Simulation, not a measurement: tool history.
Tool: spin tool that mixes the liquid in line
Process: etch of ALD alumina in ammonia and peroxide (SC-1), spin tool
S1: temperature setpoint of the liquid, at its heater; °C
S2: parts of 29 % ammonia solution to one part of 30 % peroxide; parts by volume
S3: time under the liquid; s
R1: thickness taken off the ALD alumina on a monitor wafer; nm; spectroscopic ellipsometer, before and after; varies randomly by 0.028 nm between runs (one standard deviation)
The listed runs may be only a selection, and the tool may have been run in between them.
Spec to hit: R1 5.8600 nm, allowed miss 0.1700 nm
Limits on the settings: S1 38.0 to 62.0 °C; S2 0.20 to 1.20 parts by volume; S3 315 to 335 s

| run | hour | S1 | S2 | S3 | R1 |
|---|---|---|---|---|---|
| 1 | 0.0 | 46.0 | 0.85 | 315 | 9.0333 |
| 2 | 1.4 | 46.0 | 0.70 | 315 | 8.8587 |
| 3 | 2.5 | 43.5 | 0.70 | 315 | 7.6483 |
| 4 | 6.9 | 40.0 | 0.70 | 315 | 6.2638 |
| 5 | 14.1 | 40.0 | 0.90 | 315 | 6.4142 |
| 6 | 22.0 | 40.0 | 1.10 | 315 | 6.5454 |
| 7 | 25.0 | 39.5 | 1.10 | 315 | 6.4206 |
| 8 | 26.8 | 39.0 | 1.10 | 315 | 6.1942 |

Next run, 4 choices. One meets every target within its allowed miss, the rest don't. Which?
| A | 28.6 | 39.5 | 1.20 | 315 | ? |
| B | 28.6 | 38.0 | 1.20 | 315 | ? |
| C | 28.6 | 39.5 | 0.75 | 315 | ? |
| D | 28.6 | 39.0 | 0.95 | 335 | ? |

| move | R1 |
|---|---|
| A | 6.3455 |
| B | 5.8036 |
| C | 6.0657 |
| D | 6.4058 |
A: moves away from the targets compared with the last run
B: each result inside its tolerance
C: gains on the last run, yet a result remains outside its allowed miss
D: moves away from the targets compared with the last run
The move that meets every target is B.
